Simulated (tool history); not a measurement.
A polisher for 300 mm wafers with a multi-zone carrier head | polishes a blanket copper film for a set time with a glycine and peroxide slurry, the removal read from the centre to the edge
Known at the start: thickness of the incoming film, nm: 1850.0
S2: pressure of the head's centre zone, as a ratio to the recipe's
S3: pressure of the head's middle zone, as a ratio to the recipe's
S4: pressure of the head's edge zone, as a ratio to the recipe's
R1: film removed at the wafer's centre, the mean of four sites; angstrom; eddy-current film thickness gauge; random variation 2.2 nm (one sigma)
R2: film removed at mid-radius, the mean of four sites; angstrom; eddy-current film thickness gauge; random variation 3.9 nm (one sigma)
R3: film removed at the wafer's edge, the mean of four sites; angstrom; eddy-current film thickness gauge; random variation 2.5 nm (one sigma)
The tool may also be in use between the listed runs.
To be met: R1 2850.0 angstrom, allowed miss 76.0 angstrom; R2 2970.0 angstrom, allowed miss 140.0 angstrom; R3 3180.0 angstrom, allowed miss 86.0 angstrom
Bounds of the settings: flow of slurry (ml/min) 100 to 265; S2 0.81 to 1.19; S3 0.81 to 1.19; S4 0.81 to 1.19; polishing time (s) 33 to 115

Run 1, hour 0.0: flow of slurry (ml/min) 170, S2 1.00, S3 1.00, S4 1.00, polishing time (s) 73. Result: R1 3429.1 angstrom, R2 3371.8 angstrom, R3 3413.7 angstrom.
Run 2, hour 4.3: flow of slurry (ml/min) 170, S2 1.05, S3 1.00, S4 1.00, polishing time (s) 73. Result: R1 3544.5 angstrom, R2 3182.3 angstrom, R3 3399.2 angstrom.
Run 3, hour 12.9: flow of slurry (ml/min) 160, S2 1.02, S3 0.98, S4 1.00, polishing time (s) 72. Result: R1 3341.0 angstrom, R2 3161.2 angstrom, R3 3326.9 angstrom.
Run 4, hour 18.3: flow of slurry (ml/min) 160, S2 1.02, S3 0.98, S4 1.00, polishing time (s) 85. Result: R1 3976.3 angstrom, R2 3754.4 angstrom, R3 3922.7 angstrom.
Run 5, hour 25.9: flow of slurry (ml/min) 160, S2 1.02, S3 0.98, S4 1.09, polishing time (s) 85. Result: R1 3941.7 angstrom, R2 3788.9 angstrom, R3 4025.9 angstrom.
Run 6, hour 33.7: flow of slurry (ml/min) 155, S2 1.00, S3 0.97, S4 1.07, polishing time (s) 82. Result: R1 3723.3 angstrom, R2 3601.7 angstrom, R3 3844.2 angstrom.
Run 7, hour 38.7: flow of slurry (ml/min) 150, S2 0.98, S3 0.96, S4 1.05, polishing time (s) 80. Result: R1 3521.7 angstrom, R2 3380.6 angstrom, R3 3734.3 angstrom.
Run 8, hour 39.3: flow of slurry (ml/min) 145, S2 0.97, S3 0.97, S4 1.03, polishing time (s) 78. Result: R1 3365.9 angstrom, R2 3297.5 angstrom, R3 3590.8 angstrom.
Run 9, hour 47.2: flow of slurry (ml/min) 145, S2 0.97, S3 0.97, S4 1.03, polishing time (s) 78. Result: R1 3385.7 angstrom, R2 3279.1 angstrom, R3 3579.8 angstrom.
Run 10, hour 55.8: flow of slurry (ml/min) 140, S2 0.95, S3 0.98, S4 1.01, polishing time (s) 77. Result: R1 3229.7 angstrom, R2 3353.3 angstrom, R3 3485.9 angstrom.
Run 11, hour 59.1: flow of slurry (ml/min) 115, S2 0.90, S3 0.88, S4 0.94, polishing time (s) 73. Result: R1 2716.9 angstrom, R2 2740.8 angstrom, R3 3085.9 angstrom.
Run 12, hour 61.2: flow of slurry (ml/min) 120, S2 0.90, S3 0.89, S4 0.94, polishing time (s) 73. Result: R1 2791.2 angstrom, R2 2728.6 angstrom, R3 3128.1 angstrom.
Run 13, hour 62.6: flow of slurry (ml/min) 125, S2 0.90, S3 0.90, S4 0.94, polishing time (s) 73. Result: R1 2813.1 angstrom, R2 2823.3 angstrom, R3 3146.8 angstrom.

Which of these 5 next moves meets every target?
Run A, hour 64.0: flow of slurry (ml/min) 140, S2 0.96, S3 1.06, S4 0.85, polishing time (s) 71. Result: R1 ?, R2 ?, R3 ?.
Run B, hour 64.0: flow of slurry (ml/min) 150, S2 0.88, S3 0.92, S4 0.94, polishing time (s) 72. Result: R1 ?, R2 ?, R3 ?.
Run C, hour 64.0: flow of slurry (ml/min) 120, S2 0.86, S3 1.04, S4 0.95, polishing time (s) 79. Result: R1 ?, R2 ?, R3 ?.
Run D, hour 64.0: flow of slurry (ml/min) 115, S2 0.97, S3 0.81, S4 1.05, polishing time (s) 75. Result: R1 ?, R2 ?, R3 ?.
Run E, hour 64.0: flow of slurry (ml/min) 120, S2 0.87, S3 0.99, S4 0.93, polishing time (s) 74. Result: R1 ?, R2 ?, R3 ?.

move      R1      R2      R3
   A  2990.4  3209.2  2958.1
   B  2824.0  2934.0  3181.8
   C  2846.4  3378.8  3370.0
   D  3003.5  2571.7  3339.7
   E  2696.6  3035.7  3127.5
A: takes the result that was furthest off past its target
B: meets every target
C: takes the result that was furthest off past its target
D: further off than the last run
E: brings the result that was furthest off to its target, and leaves another outside
Move B is the one to make.

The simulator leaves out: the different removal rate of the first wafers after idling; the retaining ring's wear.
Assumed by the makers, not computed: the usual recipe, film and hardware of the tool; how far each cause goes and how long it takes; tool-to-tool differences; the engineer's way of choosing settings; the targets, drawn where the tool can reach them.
